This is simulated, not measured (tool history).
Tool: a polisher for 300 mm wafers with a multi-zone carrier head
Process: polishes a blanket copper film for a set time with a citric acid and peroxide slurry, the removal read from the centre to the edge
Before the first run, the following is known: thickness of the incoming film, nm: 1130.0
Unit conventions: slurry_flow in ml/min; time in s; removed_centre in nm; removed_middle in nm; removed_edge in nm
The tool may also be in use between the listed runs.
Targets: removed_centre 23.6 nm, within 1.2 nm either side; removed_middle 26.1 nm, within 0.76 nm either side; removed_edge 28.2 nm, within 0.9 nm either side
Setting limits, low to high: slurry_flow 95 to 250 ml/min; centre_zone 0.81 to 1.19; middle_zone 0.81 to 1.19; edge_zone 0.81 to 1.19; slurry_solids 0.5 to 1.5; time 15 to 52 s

run,hour,slurry_flow,centre_zone,middle_zone,edge_zone,slurry_solids,time,removed_centre,removed_middle,removed_edge
1,0,160,1,1,1,1,33,31.938,32.727,33.325
2,6.5,185,1,1,1,1,33,33.875,33.904,33.386
3,13.7,185,1,1,0.95,1,33,33.527,33.441,33.042
4,21.3,185,1,1,0.95,0.9,33,32.042,33.2,32.26
5,29.5,170,0.98,0.96,0.93,0.8,33,30.811,31.225,32.018
6,34.8,170,0.98,0.96,0.93,0.6,33,30.756,30.202,31.005
7,36.7,155,0.94,0.95,0.91,0.55,32,26.638,28.169,29.412
8,42.7,140,0.93,0.94,0.9,0.55,32,26.025,27.88,28.087
9,48.3,135,0.91,0.92,0.92,0.55,32,24.94,26.994,28.137
10,51.9,130,0.9,0.91,0.93,0.55,32,24.058,25.984,28.035

Exactly one of the 5 candidate moves below puts every result within its allowed miss. Which one?
A,55.5,130,0.89,0.89,0.94,0.7,30,?,?,?
B,55.5,115,0.87,0.92,0.96,0.8,31,?,?,?
C,55.5,135,1,0.88,0.86,0.5,33,?,?,?
D,55.5,150,0.91,0.86,0.95,0.5,32,?,?,?
E,55.5,105,0.89,0.96,0.94,0.75,30,?,?,?

move,removed_centre,removed_middle,removed_edge
A,23.61,24.527,27.377
B,23.301,25.572,28.234
C,28.566,26.097,28.513
D,25.877,25.444,29.056
E,22.179,24.744,26.403
A: meets the target for the result that was furthest off, but another lies outside its allowed miss
B: in spec on every target
C: the biggest miss grows against the last run
D: the biggest miss grows against the last run
E: pushes the last run's worst result past its target
The move that meets every target is B.

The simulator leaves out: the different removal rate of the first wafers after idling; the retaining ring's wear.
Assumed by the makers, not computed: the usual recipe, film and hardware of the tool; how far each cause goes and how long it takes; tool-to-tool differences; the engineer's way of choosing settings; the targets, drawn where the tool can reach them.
